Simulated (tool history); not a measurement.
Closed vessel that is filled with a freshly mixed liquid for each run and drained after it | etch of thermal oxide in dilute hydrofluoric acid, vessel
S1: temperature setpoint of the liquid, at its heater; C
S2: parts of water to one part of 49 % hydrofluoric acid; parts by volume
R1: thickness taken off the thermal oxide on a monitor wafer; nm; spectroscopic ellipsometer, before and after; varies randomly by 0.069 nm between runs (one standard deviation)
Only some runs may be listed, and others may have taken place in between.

Run 1, hour 0: S1 24 C, S2 95 parts by volume, time in the liquid (s) 265. Result: R1 13.271 nm.
Run 2, hour 5.4: S1 23.5 C, S2 95 parts by volume, time in the liquid (s) 265. Result: R1 13.067 nm.
Run 3, hour 6.9: S1 20 C, S2 95 parts by volume, time in the liquid (s) 265. Result: R1 11.256 nm.
Run 4, hour 11: S1 20 C, S2 115 parts by volume, time in the liquid (s) 265. Result: R1 9.0879 nm.
Run 5, hour 17.3: S1 20 C, S2 115 parts by volume, time in the liquid (s) 265. Result: R1 9.0767 nm.
Run 6, hour 24.5: S1 21 C, S2 115 parts by volume, time in the liquid (s) 265. Result: R1 9.5808 nm.
Run 7, hour 26.3: S1 22 C, S2 115 parts by volume, time in the liquid (s) 265. Result: R1 9.8319 nm.

Expected results for the next run?
Run 8, hour 30: S1 23 C, S2 115 parts by volume, time in the liquid (s) 265. Result: R1 ?.

R1: 10.357 nm
